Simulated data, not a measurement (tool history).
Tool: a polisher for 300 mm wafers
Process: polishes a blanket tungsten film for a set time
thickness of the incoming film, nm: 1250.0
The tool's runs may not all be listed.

run,hour,flow of slurry (ml/min),pressure of the wafer on the pad (kPa),speed of the pad under the wafer (m/s),abrasive content of the slurry,polishing time (s),film removed (angstrom)
1,0.0,265,28.3,1.42,1.00,84,5065.8
2,4.6,265,28.3,1.42,0.80,84,5037.4
3,13.2,265,28.3,1.42,0.65,84,4922.6
4,18.3,265,23.4,1.42,0.65,84,4159.1
5,21.9,265,25.5,1.42,0.65,84,4312.0
6,25.7,265,27.6,1.42,0.65,84,4749.2
7,33.3,265,29.0,1.42,0.65,84,4977.2

Run 8 comes next. What will it give?
8,35.8,265,30.3,1.42,0.65,84,?

Run 8 gave film removed (angstrom) 5207.0.

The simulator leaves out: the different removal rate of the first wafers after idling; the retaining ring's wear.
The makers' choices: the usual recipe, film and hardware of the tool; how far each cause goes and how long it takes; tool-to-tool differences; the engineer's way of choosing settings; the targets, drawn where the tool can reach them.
